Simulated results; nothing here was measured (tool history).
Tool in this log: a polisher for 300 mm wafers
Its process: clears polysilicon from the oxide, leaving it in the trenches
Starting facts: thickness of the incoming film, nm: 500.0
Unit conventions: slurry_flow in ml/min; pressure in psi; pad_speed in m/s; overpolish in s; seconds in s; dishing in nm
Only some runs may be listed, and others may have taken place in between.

run  hour  slurry_flow  pressure  pad_speed  overpolish  seconds  dishing
  1   0.0          210       3.4       1.28           9   20.379   35.937
  2   2.5          210       3.8       1.28           9   19.209   36.008
  3   6.4          210       3.3       1.24           9   21.588   37.213
  4  14.7          190       3.1       1.18           8   24.399   36.298
  5  23.4          180       2.8       1.18           7   25.486   34.234
  6  28.7          185       2.5       1.16           8   27.829   34.633
  7  33.1          195       2.3       1.14           9   29.782   36.351

Expected results for the next run?
  8  41.1          175       1.8       1.12           7        ?        ?

seconds: 35.358 s
dishing: 32.901 nm
